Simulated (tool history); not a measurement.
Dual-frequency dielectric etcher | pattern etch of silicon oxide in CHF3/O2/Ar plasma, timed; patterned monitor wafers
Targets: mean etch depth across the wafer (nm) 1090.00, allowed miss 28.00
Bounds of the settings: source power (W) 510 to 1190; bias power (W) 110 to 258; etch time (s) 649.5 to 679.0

run  hour  source power (W)  bias power (W)  etch time (s)  mean etch depth across the wafer (nm)
  1   0.0               850             184          649.5                                1461.50
  2   7.4               750             161          649.5                                1313.10
  3  16.4               750             161          679.0                                1360.70
  4  20.0               750             137          679.0                                1245.60
  5  21.9               750             137          679.0                                1228.10
  6  24.6               710             132          678.0                                1192.40
  7  26.3               540             119          675.0                                 986.47
  8  33.8               580             120          675.0                                1019.50
  9  41.5               600             121          675.0                                1037.90

5 next moves are on the table. One of them brings every result within its allowed miss. Which?
  A  49.2               770             118          679.0                                      ?
  B  49.2               560             119          679.0                                      ?
  C  49.2               560             123          649.5                                      ?
  D  49.2               720             110          679.0                                      ?
  E  49.2               510             143          661.5                                      ?

move  mean etch depth across the wafer (nm)
   A                                1160.80
   B                                1009.20
   C                                 984.31
   D                                1080.60
   E                                1046.30
A: takes the result that was furthest off past its target
B: further off than the last run
C: further off than the last run
D: meets every target
E: nearer than the last run, and not there yet
Answer: D

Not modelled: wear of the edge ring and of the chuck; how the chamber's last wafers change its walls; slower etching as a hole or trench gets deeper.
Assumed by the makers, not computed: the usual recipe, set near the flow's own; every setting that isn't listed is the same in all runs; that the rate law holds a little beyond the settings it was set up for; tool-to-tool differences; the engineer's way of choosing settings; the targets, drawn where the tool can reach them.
